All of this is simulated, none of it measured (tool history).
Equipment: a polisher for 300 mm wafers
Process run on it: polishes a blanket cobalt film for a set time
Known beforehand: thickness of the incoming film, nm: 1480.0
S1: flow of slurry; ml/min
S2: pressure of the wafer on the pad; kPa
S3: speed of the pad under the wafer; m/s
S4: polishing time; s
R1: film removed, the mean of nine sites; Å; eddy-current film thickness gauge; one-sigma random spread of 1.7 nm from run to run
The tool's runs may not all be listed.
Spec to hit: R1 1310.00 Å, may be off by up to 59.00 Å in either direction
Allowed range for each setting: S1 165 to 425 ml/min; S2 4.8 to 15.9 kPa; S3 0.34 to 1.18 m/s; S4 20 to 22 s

Run 1, hour 0.0: S1 275 ml/min, S2 10.3 kPa, S3 0.76 m/s, S4 22 s. Result: R1 703.68 Å.
Run 2, hour 5.1: S1 275 ml/min, S2 11.0 kPa, S3 0.78 m/s, S4 22 s. Result: R1 796.60 Å.
Run 3, hour 12.7: S1 275 ml/min, S2 11.7 kPa, S3 0.78 m/s, S4 22 s. Result: R1 824.44 Å.
Run 4, hour 13.5: S1 275 ml/min, S2 13.8 kPa, S3 0.78 m/s, S4 22 s. Result: R1 968.89 Å.
Run 5, hour 14.6: S1 275 ml/min, S2 14.5 kPa, S3 0.80 m/s, S4 22 s. Result: R1 1015.60 Å.
Run 6, hour 19.2: S1 275 ml/min, S2 14.5 kPa, S3 0.82 m/s, S4 22 s. Result: R1 1058.10 Å.
Run 7, hour 20.9: S1 275 ml/min, S2 14.5 kPa, S3 0.84 m/s, S4 22 s. Result: R1 1094.50 Å.
Run 8, hour 28.4: S1 275 ml/min, S2 15.9 kPa, S3 0.88 m/s, S4 22 s. Result: R1 1266.00 Å.

Exactly one of the 4 candidate moves below puts every result within its allowed miss. Which one?
Run A, hour 35.9: S1 260 ml/min, S2 15.2 kPa, S3 0.92 m/s, S4 20 s. Result: R1 ?.
Run B, hour 35.9: S1 275 ml/min, S2 15.2 kPa, S3 0.90 m/s, S4 20 s. Result: R1 ?.
Run C, hour 35.9: S1 230 ml/min, S2 15.9 kPa, S3 1.02 m/s, S4 22 s. Result: R1 ?.
Run D, hour 35.9: S1 265 ml/min, S2 13.8 kPa, S3 1.04 m/s, S4 22 s. Result: R1 ?.

move       R1
   A  1138.60
   B  1119.50
   C  1429.60
   D  1292.50
A: further off than the last run
B: further off than the last run
C: takes the biggest miss from the last run beyond its target
D: all results land within tolerance of their targets
The move that meets every target is D.

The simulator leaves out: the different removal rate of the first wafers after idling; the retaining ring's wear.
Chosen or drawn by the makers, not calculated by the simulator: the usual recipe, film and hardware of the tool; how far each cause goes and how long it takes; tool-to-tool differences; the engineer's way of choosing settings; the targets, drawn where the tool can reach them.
